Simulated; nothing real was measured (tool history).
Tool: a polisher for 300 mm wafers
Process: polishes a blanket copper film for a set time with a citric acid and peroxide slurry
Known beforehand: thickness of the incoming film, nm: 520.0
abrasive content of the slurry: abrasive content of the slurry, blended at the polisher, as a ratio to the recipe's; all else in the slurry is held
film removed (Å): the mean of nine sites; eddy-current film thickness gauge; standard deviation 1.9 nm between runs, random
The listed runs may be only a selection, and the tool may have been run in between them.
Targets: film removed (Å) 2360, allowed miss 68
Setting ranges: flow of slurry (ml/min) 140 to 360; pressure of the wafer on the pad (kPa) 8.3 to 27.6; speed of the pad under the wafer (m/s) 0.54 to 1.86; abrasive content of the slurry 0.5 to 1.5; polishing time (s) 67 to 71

run  hour  flow of slurry (ml/min)  pressure of the wafer on the pad (kPa)  speed of the pad under the wafer (m/s)  abrasive content of the slurry  polishing time (s)  film removed (Å)
  1     0                      230                                    17.9                                    1.18                               1                  67            1397.8
  2   2.9                      230                                    17.9                                    1.18                               1                  71            1490.6
  3  11.7                      230                                    22.1                                    1.18                               1                  71            1828.5
  4  20.2                      230                                    22.1                                    0.98                               1                  71            1607.2
  5  28.9                      230                                    22.1                                    0.98                               1                  71            1608.8
  6  35.6                      230                                    22.1                                    1.28                               1                  71            1965.8
  7  36.2                      235                                    23.4                                    1.28                               1                  71            2078.9
  8  44.6                      235                                    23.4                                    1.28                               1                  71            2097.3
  9  50.8                      235                                    24.1                                    1.28                               1                  71            2104.1
 10  52.2                      235                                    24.8                                    1.28                               1                  71            2141.7
 11  61.2                      235                                    25.5                                    1.28                               1                  71            2200.1

Pick the move, out of 5, that brings all results within their allowed miss; only one does.
  A  70.2                      290                                    26.2                                     1.4                            1.05                  67                 ?
  B  70.2                      215                                    26.9                                     1.3                               1                  68                 ?
  C  70.2                      295                                    24.1                                    1.42                             0.9                  68                 ?
  D  70.2                      210                                    24.8                                    1.64                            0.85                  70                 ?
  E  70.2                      235                                    26.2                                    1.28                               1                  67                 ?

move  film removed (Å)
   A            2375.3
   B              2251
   C            2207.4
   D              2488
   E              2162
A: all results in spec
B: closer than the last run, but not yet in spec
C: about as far from the targets as the last run
D: pushes the last run's worst result past its target
E: further off than the last run
Answer: A

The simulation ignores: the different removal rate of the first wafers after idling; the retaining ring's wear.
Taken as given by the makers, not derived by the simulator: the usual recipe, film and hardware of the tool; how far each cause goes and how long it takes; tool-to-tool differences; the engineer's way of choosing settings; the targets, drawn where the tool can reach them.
